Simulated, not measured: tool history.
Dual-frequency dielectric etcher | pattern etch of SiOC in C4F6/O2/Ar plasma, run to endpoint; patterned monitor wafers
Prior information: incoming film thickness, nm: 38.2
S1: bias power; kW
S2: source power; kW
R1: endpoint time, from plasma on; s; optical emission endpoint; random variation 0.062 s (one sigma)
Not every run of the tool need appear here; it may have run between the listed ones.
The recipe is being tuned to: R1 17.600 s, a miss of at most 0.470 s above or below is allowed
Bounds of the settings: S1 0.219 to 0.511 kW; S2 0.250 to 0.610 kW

{"run": 1, "hour": 0.0, "S1": 0.365, "S2": 0.43, "R1": 15.054}
{"run": 2, "hour": 1.4, "S1": 0.365, "S2": 0.39, "R1": 15.376}
{"run": 3, "hour": 2.9, "S1": 0.348, "S2": 0.38, "R1": 15.708}
{"run": 4, "hour": 9.2, "S1": 0.324, "S2": 0.38, "R1": 16.258}
{"run": 5, "hour": 17.6, "S1": 0.379, "S2": 0.38, "R1": 15.212}
{"run": 6, "hour": 22.9, "S1": 0.379, "S2": 0.31, "R1": 15.903}
{"run": 7, "hour": 28.9, "S1": 0.367, "S2": 0.3, "R1": 16.275}
{"run": 8, "hour": 30.3, "S1": 0.358, "S2": 0.3, "R1": 16.421}
{"run": 9, "hour": 32.8, "S1": 0.35, "S2": 0.3, "R1": 16.649}

5 candidate next runs follow, results not yet known. Just one meets every target within its allowed miss. Identify it.
{"run": "A", "hour": 35.3, "S1": 0.291, "S2": 0.25, "R1": "?"}
{"run": "B", "hour": 35.3, "S1": 0.297, "S2": 0.25, "R1": "?"}
{"run": "C", "hour": 35.3, "S1": 0.283, "S2": 0.26, "R1": "?"}
{"run": "D", "hour": 35.3, "S1": 0.324, "S2": 0.28, "R1": "?"}
{"run": "E", "hour": 35.3, "S1": 0.286, "S2": 0.25, "R1": "?"}

move=A R1=18.798
move=B R1=18.629
move=C R1=18.886
move=D R1=17.532
move=E R1=18.943
A: pushes the last run's worst result past its target
B: pushes the last run's worst result past its target
C: pushes the last run's worst result past its target
D: every result lands within tolerance
E: pushes the last run's worst result past its target
So the answer is move D, the one that meets all the targets.

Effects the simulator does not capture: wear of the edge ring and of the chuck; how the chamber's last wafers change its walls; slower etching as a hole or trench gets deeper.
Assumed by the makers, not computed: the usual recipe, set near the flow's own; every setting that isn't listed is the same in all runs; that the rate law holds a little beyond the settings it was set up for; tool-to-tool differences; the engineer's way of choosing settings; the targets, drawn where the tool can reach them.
